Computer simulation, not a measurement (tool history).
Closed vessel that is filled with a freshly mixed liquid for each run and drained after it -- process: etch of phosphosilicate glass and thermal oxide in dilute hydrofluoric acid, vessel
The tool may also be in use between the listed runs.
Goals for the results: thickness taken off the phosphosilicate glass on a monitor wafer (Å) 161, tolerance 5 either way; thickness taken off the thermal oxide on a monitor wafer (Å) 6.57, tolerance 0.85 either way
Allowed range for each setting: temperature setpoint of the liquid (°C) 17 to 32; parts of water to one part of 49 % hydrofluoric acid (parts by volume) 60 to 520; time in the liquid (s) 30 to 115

run	day	temperature setpoint of the liquid (°C)	parts of water to one part of 49 % hydrofluoric acid (parts by volume)	time in the liquid (s)	thickness taken off the phosphosilicate glass on a monitor wafer (Å)	thickness taken off the thermal oxide on a monitor wafer (Å)
1	0	24	290	60	187.79	7.6028
2	0.075	24	290	35	109.27	4.7225
3	0.15	24	290	30	95.711	3.9442
4	0.329	24	385	30	65.533	2.7332
5	0.404	25	360	30	73.146	3.0249
6	0.542	22.5	360	30	67.736	2.728
7	0.667	23.5	335	30	78.593	2.9711
8	0.788	24	310	30	85.077	3.556
9	0.908	24	285	30	97.33	3.999
10	1.112	28	220	30	155.31	6.4437

Exactly one of the 4 candidate moves below puts every result within its allowed miss. Which one?
A	1.317	31.5	390	55	?	?
B	1.317	26.5	455	80	?	?
C	1.317	25	220	35	?	?
D	1.317	27	270	40	?	?

move	thickness taken off the phosphosilicate glass on a monitor wafer (Å)	thickness taken off the thermal oxide on a monitor wafer (Å)
A	148.84	6.2729
B	149.79	6.3128
C	162.29	6.8396
D	153.66	6.4759
A: its largest miss is bigger than the last run's
B: its largest miss is bigger than the last run's
C: hits every target within its allowed miss
D: its largest miss is bigger than the last run's
The move that meets every target is C.
